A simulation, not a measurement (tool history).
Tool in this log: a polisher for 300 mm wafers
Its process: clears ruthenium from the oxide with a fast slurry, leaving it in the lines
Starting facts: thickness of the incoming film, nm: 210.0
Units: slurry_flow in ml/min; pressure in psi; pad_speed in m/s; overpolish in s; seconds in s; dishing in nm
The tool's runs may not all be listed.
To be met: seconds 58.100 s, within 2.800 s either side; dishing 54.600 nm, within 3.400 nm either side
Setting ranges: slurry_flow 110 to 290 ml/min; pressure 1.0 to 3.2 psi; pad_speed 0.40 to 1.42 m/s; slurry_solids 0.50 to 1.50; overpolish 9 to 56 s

| run | hour | slurry_flow | pressure | pad_speed | slurry_solids | overpolish | seconds | dishing |
|---|---|---|---|---|---|---|---|---|
| 1 | 0.0 | 185 | 2.1 | 0.90 | 1.00 | 29 | 79.283 | 54.489 |
| 2 | 7.1 | 185 | 2.1 | 0.90 | 1.00 | 40 | 79.035 | 69.675 |
| 3 | 11.8 | 185 | 2.1 | 0.90 | 1.10 | 40 | 78.734 | 71.151 |
| 4 | 13.5 | 185 | 2.1 | 0.90 | 1.10 | 49 | 77.518 | 81.156 |
| 5 | 17.3 | 185 | 1.6 | 0.90 | 1.10 | 49 | 101.570 | 67.814 |
| 6 | 25.2 | 185 | 1.6 | 0.90 | 1.10 | 54 | 100.100 | 70.152 |
| 7 | 34.1 | 185 | 1.8 | 0.92 | 1.05 | 45 | 88.953 | 70.507 |
| 8 | 35.3 | 210 | 2.2 | 0.98 | 1.30 | 31 | 63.972 | 68.967 |
| 9 | 39.7 | 210 | 2.2 | 0.98 | 1.30 | 28 | 64.616 | 62.832 |
| 10 | 43.2 | 210 | 2.2 | 0.98 | 1.30 | 28 | 64.061 | 63.113 |
| 11 | 46.5 | 210 | 2.2 | 0.98 | 1.30 | 26 | 62.684 | 58.728 |
| 12 | 49.1 | 210 | 2.2 | 0.98 | 1.30 | 25 | 64.212 | 57.623 |
| 13 | 50.9 | 210 | 2.2 | 0.98 | 1.30 | 24 | 65.888 | 56.088 |

Of the 5 settings listed for the next run, only one would bring every result within its allowed miss of target. Which one?
| A | 52.7 | 190 | 2.3 | 0.86 | 1.30 | 25 | ? | ? |
| B | 52.7 | 245 | 2.2 | 0.82 | 1.25 | 25 | ? | ? |
| C | 52.7 | 210 | 2.1 | 0.84 | 1.40 | 26 | ? | ? |
| D | 52.7 | 215 | 2.1 | 1.14 | 1.20 | 21 | ? | ? |
| E | 52.7 | 210 | 1.7 | 1.02 | 1.15 | 29 | ? | ? |

| move | seconds | dishing |
|---|---|---|
| A | 71.182 | 52.270 |
| B | 76.074 | 49.588 |
| C | 76.845 | 50.752 |
| D | 59.376 | 52.557 |
| E | 82.386 | 52.362 |
A: lands further from the targets than the last run did
B: lands further from the targets than the last run did
C: lands further from the targets than the last run did
D: each result inside its tolerance
E: lands further from the targets than the last run did
Correct choice: D, which meets every target
